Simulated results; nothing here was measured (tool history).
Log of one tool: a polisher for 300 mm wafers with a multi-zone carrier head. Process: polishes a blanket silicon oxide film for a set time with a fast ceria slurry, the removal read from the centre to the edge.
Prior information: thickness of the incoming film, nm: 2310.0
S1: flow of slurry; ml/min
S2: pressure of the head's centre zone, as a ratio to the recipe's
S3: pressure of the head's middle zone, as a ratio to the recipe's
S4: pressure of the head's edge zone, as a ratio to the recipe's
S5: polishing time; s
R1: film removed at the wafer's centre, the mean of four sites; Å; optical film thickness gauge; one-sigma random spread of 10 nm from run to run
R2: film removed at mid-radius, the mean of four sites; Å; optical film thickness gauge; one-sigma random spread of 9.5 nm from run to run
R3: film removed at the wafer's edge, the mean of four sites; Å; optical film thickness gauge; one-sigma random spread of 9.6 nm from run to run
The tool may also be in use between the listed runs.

| run | hour | S1 | S2 | S3 | S4 | S5 | R1 | R2 | R3 |
|---|---|---|---|---|---|---|---|---|---|
| 1 | 0.0 | 185 | 1.00 | 1.00 | 1.00 | 59 | 7225.9 | 8403.6 | 8326.3 |
| 2 | 3.2 | 220 | 1.00 | 1.00 | 1.00 | 59 | 7614.7 | 8536.5 | 8364.0 |
| 3 | 8.5 | 220 | 1.00 | 1.08 | 1.00 | 59 | 7608.4 | 9280.9 | 8580.0 |
| 4 | 11.9 | 220 | 1.01 | 1.08 | 1.02 | 60 | 7898.5 | 9280.8 | 8727.6 |
| 5 | 15.4 | 220 | 1.01 | 1.08 | 1.02 | 47 | 5993.1 | 7345.3 | 6795.6 |
| 6 | 21.4 | 220 | 1.01 | 1.15 | 1.02 | 47 | 6063.1 | 7748.8 | 6883.2 |
| 7 | 25.3 | 220 | 1.02 | 1.15 | 1.04 | 49 | 6401.8 | 8151.2 | 7164.6 |

Run 8 comes next. What will it give?
|  | 32.0 | centre zone pressure recalibrated |
| 8 | 32.0 | 240 | 1.10 | 1.05 | 1.14 | 66 | ? | ? | ? |

{"run 8": {"R1": 10343.0, "R2": 10165.0, "R3": 10428.0}}

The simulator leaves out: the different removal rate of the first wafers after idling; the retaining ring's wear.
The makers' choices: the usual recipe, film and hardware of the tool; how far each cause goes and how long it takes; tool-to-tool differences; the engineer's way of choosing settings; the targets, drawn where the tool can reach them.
